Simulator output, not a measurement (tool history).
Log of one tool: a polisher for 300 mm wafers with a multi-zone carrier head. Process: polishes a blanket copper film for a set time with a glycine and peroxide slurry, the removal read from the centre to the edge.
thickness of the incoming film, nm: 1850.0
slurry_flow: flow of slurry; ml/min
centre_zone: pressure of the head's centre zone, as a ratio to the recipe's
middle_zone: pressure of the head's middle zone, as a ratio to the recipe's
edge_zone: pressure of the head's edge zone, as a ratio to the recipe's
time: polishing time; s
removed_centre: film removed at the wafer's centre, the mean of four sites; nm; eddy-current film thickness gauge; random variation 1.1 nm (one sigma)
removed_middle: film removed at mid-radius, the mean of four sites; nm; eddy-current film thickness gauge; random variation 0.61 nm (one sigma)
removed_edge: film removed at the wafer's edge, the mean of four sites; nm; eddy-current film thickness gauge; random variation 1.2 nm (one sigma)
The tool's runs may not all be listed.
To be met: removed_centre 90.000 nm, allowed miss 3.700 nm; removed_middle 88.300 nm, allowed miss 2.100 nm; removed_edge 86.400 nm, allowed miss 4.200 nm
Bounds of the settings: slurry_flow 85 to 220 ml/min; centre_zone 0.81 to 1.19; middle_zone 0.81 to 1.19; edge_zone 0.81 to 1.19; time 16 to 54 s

{"run": 1, "day": 0.0, "slurry_flow": 140, "centre_zone": 1.0, "middle_zone": 1.0, "edge_zone": 1.0, "time": 35, "removed_centre": 162.16, "removed_middle": 167.46, "removed_edge": 166.74}
{"run": 2, "day": 0.138, "slurry_flow": 140, "centre_zone": 1.0, "middle_zone": 1.04, "edge_zone": 1.0, "time": 35, "removed_centre": 163.93, "removed_middle": 171.98, "removed_edge": 169.77}
{"run": 3, "day": 0.421, "slurry_flow": 135, "centre_zone": 1.0, "middle_zone": 1.01, "edge_zone": 0.97, "time": 32, "removed_centre": 149.12, "removed_middle": 151.97, "removed_edge": 155.78}
{"run": 4, "day": 0.488, "slurry_flow": 135, "centre_zone": 1.0, "middle_zone": 1.01, "edge_zone": 0.93, "time": 32, "removed_centre": 145.59, "removed_middle": 151.66, "removed_edge": 148.74}
{"run": 5, "day": 0.746, "slurry_flow": 130, "centre_zone": 1.01, "middle_zone": 1.01, "edge_zone": 0.91, "time": 29, "removed_centre": 134.33, "removed_middle": 135.46, "removed_edge": 132.07}
{"run": 6, "day": 0.817, "slurry_flow": 130, "centre_zone": 1.01, "middle_zone": 0.93, "edge_zone": 0.91, "time": 29, "removed_centre": 135.89, "removed_middle": 127.09, "removed_edge": 128.2}
{"run": 7, "day": 1.15, "slurry_flow": 115, "centre_zone": 0.91, "middle_zone": 0.87, "edge_zone": 0.81, "time": 19, "removed_centre": 77.649, "removed_middle": 76.965, "removed_edge": 79.954}
{"run": 8, "day": 1.279, "slurry_flow": 125, "centre_zone": 0.91, "middle_zone": 0.88, "edge_zone": 0.81, "time": 19, "removed_centre": 80.467, "removed_middle": 78.781, "removed_edge": 82.267}
{"run": 9, "day": 1.529, "slurry_flow": 130, "centre_zone": 0.92, "middle_zone": 0.9, "edge_zone": 0.81, "time": 19, "removed_centre": 80.96, "removed_middle": 81.197, "removed_edge": 82.751}
{"run": 10, "day": 1.892, "slurry_flow": 135, "centre_zone": 0.93, "middle_zone": 0.91, "edge_zone": 0.81, "time": 19, "removed_centre": 81.953, "removed_middle": 82.73, "removed_edge": 83.366}
{"run": 11, "day": 1.975, "slurry_flow": 140, "centre_zone": 0.94, "middle_zone": 0.91, "edge_zone": 0.81, "time": 19, "removed_centre": 85.429, "removed_middle": 82.81, "removed_edge": 82.658}

5 next moves are on the table. One of them brings every result within its allowed miss. Which?
{"run": "A", "day": 2.058, "slurry_flow": 165, "centre_zone": 0.93, "middle_zone": 1.01, "edge_zone": 0.83, "time": 18, "removed_centre": "?", "removed_middle": "?", "removed_edge": "?"}
{"run": "B", "day": 2.058, "slurry_flow": 100, "centre_zone": 1.01, "middle_zone": 0.83, "edge_zone": 0.89, "time": 21, "removed_centre": "?", "removed_middle": "?", "removed_edge": "?"}
{"run": "C", "day": 2.058, "slurry_flow": 180, "centre_zone": 1.07, "middle_zone": 0.86, "edge_zone": 0.81, "time": 17, "removed_centre": "?", "removed_middle": "?", "removed_edge": "?"}
{"run": "D", "day": 2.058, "slurry_flow": 170, "centre_zone": 0.95, "middle_zone": 0.94, "edge_zone": 0.86, "time": 19, "removed_centre": "?", "removed_middle": "?", "removed_edge": "?"}
{"run": "E", "day": 2.058, "slurry_flow": 145, "centre_zone": 1.06, "middle_zone": 0.88, "edge_zone": 0.82, "time": 18, "removed_centre": "?", "removed_middle": "?", "removed_edge": "?"}

move=A removed_centre=82.601 removed_middle=89.275 removed_edge=79.286
move=B removed_centre=89.730 removed_middle=78.056 removed_edge=87.711
move=C removed_centre=89.724 removed_middle=74.814 removed_edge=75.064
move=D removed_centre=89.330 removed_middle=89.181 removed_edge=85.439
move=E removed_centre=89.976 removed_middle=77.503 removed_edge=77.560
A: brings the result that was furthest off to its target, and leaves another outside
B: further off than the last run
C: further off than the last run
D: meets every target
E: further off than the last run
Answer: D

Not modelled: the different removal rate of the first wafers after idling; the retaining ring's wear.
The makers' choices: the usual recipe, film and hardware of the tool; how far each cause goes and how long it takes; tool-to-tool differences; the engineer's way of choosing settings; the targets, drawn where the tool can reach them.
